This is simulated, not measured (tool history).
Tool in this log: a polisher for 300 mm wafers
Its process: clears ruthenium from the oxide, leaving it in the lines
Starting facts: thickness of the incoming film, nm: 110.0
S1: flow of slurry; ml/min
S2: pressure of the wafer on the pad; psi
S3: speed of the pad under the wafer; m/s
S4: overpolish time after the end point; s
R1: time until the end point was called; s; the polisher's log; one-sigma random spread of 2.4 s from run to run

run 1 hour=0 | S1=245 S2=2.5 S3=1.3 S4=5 | R1=62.747
run 2 hour=5.8 | S1=245 S2=2.5 S3=1.3 S4=4 | R1=60.625
run 3 hour=12.1 | S1=280 S2=2.5 S3=1.3 S4=4 | R1=60.411
run 4 hour=15.8 | S1=280 S2=2.2 S3=1.22 S4=4 | R1=69.067
run 5 hour=17.6 | S1=245 S2=2.2 S3=1.22 S4=4 | R1=70.361
run 6 hour=23.5 | S1=245 S2=2 S3=1.12 S4=4 | R1=78.388
run 7 hour=30.9 | S1=245 S2=1.8 S3=1.02 S4=4 | R1=92.972
run 8 hour=39.7 | S1=245 S2=1.7 S3=0.96 S4=4 | R1=101.12
run 9 hour=47.7 | S1=245 S2=1.6 S3=0.92 S4=4 | R1=108.51

For run 10, what comes out?
run 10 hour=50.3 | S1=245 S2=1.5 S3=0.9 S4=4 | R1=?

R1: 115.04 s
